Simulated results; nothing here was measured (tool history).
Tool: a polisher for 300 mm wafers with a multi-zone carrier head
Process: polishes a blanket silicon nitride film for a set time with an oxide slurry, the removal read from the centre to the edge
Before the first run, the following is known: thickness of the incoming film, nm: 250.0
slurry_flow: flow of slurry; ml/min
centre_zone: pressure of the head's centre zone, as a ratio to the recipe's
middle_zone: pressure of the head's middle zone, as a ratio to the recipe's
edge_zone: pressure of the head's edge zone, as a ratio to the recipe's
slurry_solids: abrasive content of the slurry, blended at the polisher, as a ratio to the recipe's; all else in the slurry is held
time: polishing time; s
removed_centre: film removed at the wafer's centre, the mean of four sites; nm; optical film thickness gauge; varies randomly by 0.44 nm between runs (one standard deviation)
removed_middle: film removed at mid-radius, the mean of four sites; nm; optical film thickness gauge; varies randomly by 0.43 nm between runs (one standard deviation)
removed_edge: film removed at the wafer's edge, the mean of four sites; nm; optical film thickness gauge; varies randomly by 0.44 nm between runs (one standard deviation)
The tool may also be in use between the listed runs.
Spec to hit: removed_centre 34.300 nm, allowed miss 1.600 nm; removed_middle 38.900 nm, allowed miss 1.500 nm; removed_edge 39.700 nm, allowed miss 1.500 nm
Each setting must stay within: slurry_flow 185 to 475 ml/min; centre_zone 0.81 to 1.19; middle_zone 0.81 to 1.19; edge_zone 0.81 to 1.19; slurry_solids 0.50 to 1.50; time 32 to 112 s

| run | hour | slurry_flow | centre_zone | middle_zone | edge_zone | slurry_solids | time | removed_centre | removed_middle | removed_edge |
|---|---|---|---|---|---|---|---|---|---|---|
| 1 | 0.0 | 305 | 1.00 | 1.00 | 1.00 | 1.00 | 72 | 54.476 | 53.730 | 54.320 |
| 2 | 7.4 | 305 | 0.97 | 0.99 | 0.99 | 0.90 | 71 | 52.273 | 50.486 | 50.633 |
| 3 | 16.3 | 305 | 1.05 | 0.99 | 0.99 | 0.90 | 71 | 54.505 | 50.435 | 50.765 |
| 4 | 22.9 | 305 | 1.05 | 0.99 | 1.03 | 0.90 | 71 | 55.901 | 52.325 | 50.231 |
| 5 | 24.3 | 305 | 1.05 | 0.99 | 1.09 | 0.90 | 71 | 55.653 | 51.440 | 52.992 |
| 6 | 33.2 | 305 | 1.05 | 0.99 | 1.09 | 0.90 | 58 | 43.615 | 41.989 | 43.400 |
| 7 | 35.8 | 305 | 1.02 | 1.00 | 1.09 | 0.85 | 58 | 42.569 | 40.555 | 42.111 |
|  | 42.9 | worn pad replaced by a new one |
| 8 | 42.9 | 300 | 0.98 | 1.02 | 1.09 | 0.85 | 58 | 46.984 | 49.098 | 48.868 |
| 9 | 51.1 | 285 | 0.95 | 1.01 | 1.05 | 0.85 | 56 | 43.887 | 46.873 | 45.632 |
| 10 | 59.1 | 280 | 0.92 | 1.00 | 1.05 | 0.85 | 54 | 41.353 | 43.938 | 43.628 |

Below are 4 possible settings for the next run. Only one of them brings all results inside the allowed miss of their targets. Which is it?
| A | 67.1 | 295 | 1.04 | 0.97 | 1.05 | 0.55 | 52 | ? | ? | ? |
| B | 67.1 | 245 | 0.87 | 1.12 | 1.08 | 0.90 | 52 | ? | ? | ? |
| C | 67.1 | 200 | 0.84 | 0.95 | 0.97 | 0.80 | 53 | ? | ? | ? |
| D | 67.1 | 275 | 0.82 | 0.81 | 1.19 | 0.85 | 50 | ? | ? | ? |

| move | removed_centre | removed_middle | removed_edge |
|---|---|---|---|
| A | 38.287 | 35.147 | 36.682 |
| B | 37.655 | 46.846 | 43.922 |
| C | 34.453 | 38.788 | 40.155 |
| D | 33.792 | 34.054 | 43.921 |
A: nearer the targets than the last run, but a result is still out of spec
B: lands further from the targets than the last run did
C: all results in spec
D: the furthest-off result lands on target, but another misses its tolerance
The right move is C.

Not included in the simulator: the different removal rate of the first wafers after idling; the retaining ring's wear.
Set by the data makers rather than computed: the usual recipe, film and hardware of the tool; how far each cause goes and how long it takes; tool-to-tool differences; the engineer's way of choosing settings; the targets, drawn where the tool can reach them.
